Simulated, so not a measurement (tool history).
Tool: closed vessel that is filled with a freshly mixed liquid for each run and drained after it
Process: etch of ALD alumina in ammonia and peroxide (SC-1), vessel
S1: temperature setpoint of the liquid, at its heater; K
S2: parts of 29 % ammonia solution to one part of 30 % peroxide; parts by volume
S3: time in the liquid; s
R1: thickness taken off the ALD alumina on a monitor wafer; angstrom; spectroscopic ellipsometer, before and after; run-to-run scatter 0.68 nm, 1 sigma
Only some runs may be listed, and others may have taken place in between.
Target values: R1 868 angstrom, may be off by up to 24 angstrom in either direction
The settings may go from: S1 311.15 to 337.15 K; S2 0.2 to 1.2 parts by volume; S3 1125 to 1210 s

Run 1, hour 0: S1 321.15 K, S2 0.9 parts by volume, S3 1125 s. Result: R1 655.79 angstrom.
Run 2, hour 8.2: S1 322.15 K, S2 0.9 parts by volume, S3 1125 s. Result: R1 706.57 angstrom.
Run 3, hour 14.5: S1 322.65 K, S2 0.9 parts by volume, S3 1125 s. Result: R1 724.02 angstrom.
Run 4, hour 20.4: S1 326.65 K, S2 0.9 parts by volume, S3 1125 s. Result: R1 909.42 angstrom.
Run 5, hour 23.7: S1 326.65 K, S2 0.9 parts by volume, S3 1210 s. Result: R1 973.96 angstrom.
Run 6, hour 31.8: S1 330.65 K, S2 0.9 parts by volume, S3 1210 s. Result: R1 1195.7 angstrom.
Run 7, hour 34.3: S1 329.65 K, S2 0.9 parts by volume, S3 1210 s. Result: R1 1152.2 angstrom.
Run 8, hour 38: S1 328.65 K, S2 0.9 parts by volume, S3 1210 s. Result: R1 1087.3 angstrom.
Run 9, hour 45.9: S1 328.15 K, S2 0.9 parts by volume, S3 1210 s. Result: R1 1053.6 angstrom.
Run 10, hour 48.7: S1 327.65 K, S2 0.9 parts by volume, S3 1210 s. Result: R1 1028.7 angstrom.
Run 11, hour 51.9: S1 327.15 K, S2 0.9 parts by volume, S3 1210 s. Result: R1 1003.6 angstrom.

Which of these 5 next moves meets every target?
Run A, hour 55.1: S1 324.15 K, S2 1 parts by volume, S3 1140 s. Result: R1 ?.
Run B, hour 55.1: S1 324.65 K, S2 1.15 parts by volume, S3 1165 s. Result: R1 ?.
Run C, hour 55.1: S1 331.15 K, S2 0.85 parts by volume, S3 1210 s. Result: R1 ?.
Run D, hour 55.1: S1 326.15 K, S2 0.35 parts by volume, S3 1125 s. Result: R1 ?.
Run E, hour 55.1: S1 324.15 K, S2 0.85 parts by volume, S3 1165 s. Result: R1 ?.

move      R1
   A  812.37
   B  864.52
   C  1232.9
   D  808.83
   E  817.47
A: moves the result that the last run missed by most past its target, out the other side
B: meets every target
C: further off than the last run
D: moves the result that the last run missed by most past its target, out the other side
E: moves the result that the last run missed by most past its target, out the other side
B is the move that brings every result within its allowed miss.
